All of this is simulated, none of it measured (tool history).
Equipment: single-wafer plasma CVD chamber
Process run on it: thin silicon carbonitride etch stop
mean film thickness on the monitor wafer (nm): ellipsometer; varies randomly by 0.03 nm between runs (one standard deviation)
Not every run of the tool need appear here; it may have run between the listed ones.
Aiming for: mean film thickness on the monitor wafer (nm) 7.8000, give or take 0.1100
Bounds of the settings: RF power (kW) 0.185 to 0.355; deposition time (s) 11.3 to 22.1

run	hour	RF power (kW)	deposition time (s)	mean film thickness on the monitor wafer (nm)
1	0.0	0.270	16.7	9.6276
2	6.4	0.250	16.7	9.4419
3	7.4	0.240	16.2	9.0087
4	14.5	0.240	15.1	8.4685
5	17.3	0.270	15.1	8.7431
6	18.0	0.270	13.9	8.0657
7	21.4	0.265	13.9	8.0408
8	22.7	0.260	13.9	7.9736

Exercise: of the 4 proposed moves below, exactly one satisfies all targets within the stated allowed misses. Which move is it?
A	24.0	0.245	13.3	?
B	24.0	0.255	14.1	?
C	24.0	0.265	13.2	?
D	24.0	0.275	13.4	?

move	mean film thickness on the monitor wafer (nm)
A	7.4135
B	7.9671
C	7.5564
D	7.7672
A: takes the result that was furthest off past its target
B: neither nearer nor further off than the last run
C: takes the result that was furthest off past its target
D: every result within its allowed miss
The right move is D.
